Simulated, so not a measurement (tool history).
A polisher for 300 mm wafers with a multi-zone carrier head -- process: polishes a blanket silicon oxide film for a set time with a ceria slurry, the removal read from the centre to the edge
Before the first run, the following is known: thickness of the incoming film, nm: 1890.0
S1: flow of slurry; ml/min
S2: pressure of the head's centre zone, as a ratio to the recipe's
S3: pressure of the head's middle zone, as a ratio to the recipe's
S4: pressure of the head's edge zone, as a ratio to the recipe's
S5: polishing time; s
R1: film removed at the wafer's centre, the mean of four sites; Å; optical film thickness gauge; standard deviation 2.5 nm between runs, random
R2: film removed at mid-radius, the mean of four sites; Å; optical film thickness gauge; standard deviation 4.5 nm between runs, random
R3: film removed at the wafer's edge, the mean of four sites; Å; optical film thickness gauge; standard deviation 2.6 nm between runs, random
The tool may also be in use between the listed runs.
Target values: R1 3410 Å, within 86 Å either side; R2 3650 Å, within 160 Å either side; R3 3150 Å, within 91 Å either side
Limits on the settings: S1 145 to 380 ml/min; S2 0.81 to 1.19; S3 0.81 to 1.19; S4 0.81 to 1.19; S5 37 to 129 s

run  hour   S1    S2    S3    S4   S5      R1      R2      R3
  1     0  245     1     1     1   83  2276.4  2317.4  2210.1
  2     4  255  1.02  1.04  1.03   88  2512.9  2536.6  2408.3
  3   9.3  265  1.03  1.07  1.03   92  2634.3  2656.5  2528.7
  4  10.9  255  1.03   1.1  1.01   98  2802.4  2932.7    2643
  5  14.2  250  1.04  1.12  1.01  102  2979.5  3209.1  2737.4
  6  21.3  250  1.04  1.18  1.01  102  2943.8    3225  2680.3
  7  28.7  250  1.04  1.18  1.01  102  2954.2  3250.3  2734.8
  8  34.6  250  1.05  1.18  1.02  104  2996.5  3300.4  2792.1
  9  43.5  315   1.1  1.19   1.1  112  3527.9  3684.8  3203.2

Below are 4 possible settings for the next run. Only one of them brings all results inside the allowed miss of their targets. Which is it?
  A  52.4  345  1.07  1.19  1.09  110   ?   ?   ?
  B  52.4  325  1.14  1.14  1.09  114   ?   ?   ?
  C  52.4  285  1.09  1.16  1.15  115   ?   ?   ?
  D  52.4  365  1.13  1.18  1.12  112   ?   ?   ?

move      R1      R2      R3
   A    3392  3676.6  3156.6
   B  3709.3  3665.9  3259.5
   C  3533.7  3698.2  3343.8
   D  3656.1    3736  3271.2
A: all results in spec
B: misses by more than the last run did
C: misses by more than the last run did
D: misses by more than the last run did
The right move is A.
